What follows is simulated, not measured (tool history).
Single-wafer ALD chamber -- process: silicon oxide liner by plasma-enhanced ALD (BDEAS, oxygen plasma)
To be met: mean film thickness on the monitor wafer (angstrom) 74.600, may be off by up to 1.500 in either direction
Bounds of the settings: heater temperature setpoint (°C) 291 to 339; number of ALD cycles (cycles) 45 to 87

run  hour  heater temperature setpoint (°C)  number of ALD cycles (cycles)  mean film thickness on the monitor wafer (angstrom)
  1   0.0                               315                             66                                               64.807
  2   8.7                               311                             66                                               64.372
  3  15.3                               301                             66                                               65.679
  4  17.4                               301                             69                                               68.726
  5  20.4                               301                             71                                               70.373
  6  23.8                               301                             79                                               78.663
  7  26.0                               301                             78                                               77.749
  8  27.9                               301                             77                                               76.210

Which one of the following 4 next-run settings gets every result inside its allowed miss? There is exactly one.
  A  29.8                               308                             72                                                    ?
  B  29.8                               307                             76                                                    ?
  C  29.8                               292                             70                                                    ?
  D  29.8                               300                             80                                                    ?

move  mean film thickness on the monitor wafer (angstrom)
   A                                               70.616
   B                                               74.643
   C                                               71.375
   D                                               79.335
A: moves the result that the last run missed by most past its target, out the other side
B: every result lands within tolerance
C: moves the result that the last run missed by most past its target, out the other side
D: moves away from the targets compared with the last run
Correct choice: B, which meets every target
